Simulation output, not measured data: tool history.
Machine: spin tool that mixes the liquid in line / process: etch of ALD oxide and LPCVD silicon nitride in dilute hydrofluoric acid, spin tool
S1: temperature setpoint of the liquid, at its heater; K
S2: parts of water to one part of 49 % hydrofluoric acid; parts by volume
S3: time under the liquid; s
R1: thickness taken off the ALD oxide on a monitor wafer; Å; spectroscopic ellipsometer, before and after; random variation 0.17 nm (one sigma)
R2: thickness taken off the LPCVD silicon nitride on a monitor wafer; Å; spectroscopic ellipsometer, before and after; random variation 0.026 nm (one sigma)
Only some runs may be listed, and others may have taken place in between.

| run | day | S1 | S2 | S3 | R1 | R2 |
|---|---|---|---|---|---|---|
| 1 | 0 | 296.15 | 145 | 150 | 290.08 | 5.0181 |
| 2 | 0.358 | 296.15 | 145 | 190 | 364.47 | 5.8828 |
| 3 | 0.529 | 299.65 | 145 | 190 | 419.13 | 7.9597 |
| 4 | 0.796 | 299.65 | 150 | 190 | 402.83 | 7.5463 |
| 5 | 1.096 | 299.65 | 155 | 190 | 384.36 | 7.2023 |
| 6 | 1.196 | 299.65 | 160 | 190 | 371.6 | 7.3247 |
| 7 | 1.375 | 299.65 | 165 | 190 | 358.53 | 6.2558 |
| 8 | 1.533 | 299.65 | 165 | 185 | 347.02 | 6.5691 |
| 9 | 1.646 | 299.65 | 170 | 185 | 336.05 | 6.2855 |

For run 10, what comes out?
| 10 | 1.946 | 299.65 | 175 | 185 | ? | ? |

Run 10 measured R1 323 Å, R2 5.9793 Å.

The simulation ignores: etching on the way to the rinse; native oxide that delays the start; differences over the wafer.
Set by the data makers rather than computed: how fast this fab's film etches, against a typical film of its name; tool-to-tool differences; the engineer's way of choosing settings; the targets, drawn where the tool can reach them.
